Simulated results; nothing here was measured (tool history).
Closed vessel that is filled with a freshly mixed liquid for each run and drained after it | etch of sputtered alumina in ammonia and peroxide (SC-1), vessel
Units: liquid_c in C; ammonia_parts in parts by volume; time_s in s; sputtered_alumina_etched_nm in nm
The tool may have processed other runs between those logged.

| run | hour | liquid_c | ammonia_parts | time_s | sputtered_alumina_etched_nm |
|---|---|---|---|---|---|
| 1 | 0.0 | 53.0 | 0.50 | 260 | 18.007 |
| 2 | 2.7 | 53.0 | 0.50 | 280 | 19.433 |
| 3 | 4.4 | 52.0 | 0.50 | 280 | 18.406 |
| 4 | 12.3 | 45.0 | 0.50 | 280 | 12.458 |
| 5 | 14.5 | 46.0 | 0.50 | 280 | 13.110 |
| 6 | 19.5 | 46.0 | 0.65 | 280 | 13.570 |

Run 7 is up next; what results do you expect?
| 7 | 23.7 | 46.5 | 0.65 | 280 | ? |

Run 7 came out at sputtered_alumina_etched_nm 14.189 nm.
